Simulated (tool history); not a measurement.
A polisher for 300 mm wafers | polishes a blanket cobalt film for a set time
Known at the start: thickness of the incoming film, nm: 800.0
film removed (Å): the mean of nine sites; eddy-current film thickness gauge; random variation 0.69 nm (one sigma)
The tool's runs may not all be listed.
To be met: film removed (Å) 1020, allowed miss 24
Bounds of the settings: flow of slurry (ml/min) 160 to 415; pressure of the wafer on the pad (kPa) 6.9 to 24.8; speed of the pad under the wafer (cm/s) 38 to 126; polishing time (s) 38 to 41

run  hour  flow of slurry (ml/min)  pressure of the wafer on the pad (kPa)  speed of the pad under the wafer (cm/s)  polishing time (s)  film removed (Å)
  1     0                      265                                    15.9                                       82                  41              1702
  2   8.8                      330                                    15.9                                       82                  41            1742.3
  3  10.9                      325                                    14.5                                       82                  41            1594.2
  4    13                      320                                    13.1                                       82                  41              1489
  5  21.5                      315                                    11.7                                       82                  41            1330.4
  6    24                      315                                    14.5                                       82                  41            1598.3
  7  25.5                      315                                    14.5                                       82                  41            1590.4
  8  31.6                      310                                    13.1                                       82                  41            1470.7
  9    35                      310                                    11.7                                       82                  41            1328.4
     39.5  -- head pressure recalibrated
 10  39.5                      300                                      11                                       82                  41            1382.9
 11  48.4                      310                                    10.3                                       80                  41            1289.2
 12  54.4                      310                                     9.7                                       78                  41            1198.6
 13  56.3                      310                                     9.7                                       78                  41            1210.2
 14  58.1                      310                                       9                                       78                  41            1136.8
 15  60.2                      310                                     8.3                                       78                  41            1071.5

4 next moves are on the table. One of them brings every result within its allowed miss. Which?
  A  62.3                      295                                     8.3                                       74                  41                 ?
  B  62.3                      345                                       9                                       70                  41                 ?
  C  62.3                      285                                     8.3                                       78                  41                 ?
  D  62.3                      325                                    10.3                                       66                  38                 ?

move  film removed (Å)
   A            1031.5
   B            1078.9
   C            1059.9
   D            1079.7
A: meets every target
B: further off than the last run
C: nearer than the last run, and not there yet
D: further off than the last run
Answer: A

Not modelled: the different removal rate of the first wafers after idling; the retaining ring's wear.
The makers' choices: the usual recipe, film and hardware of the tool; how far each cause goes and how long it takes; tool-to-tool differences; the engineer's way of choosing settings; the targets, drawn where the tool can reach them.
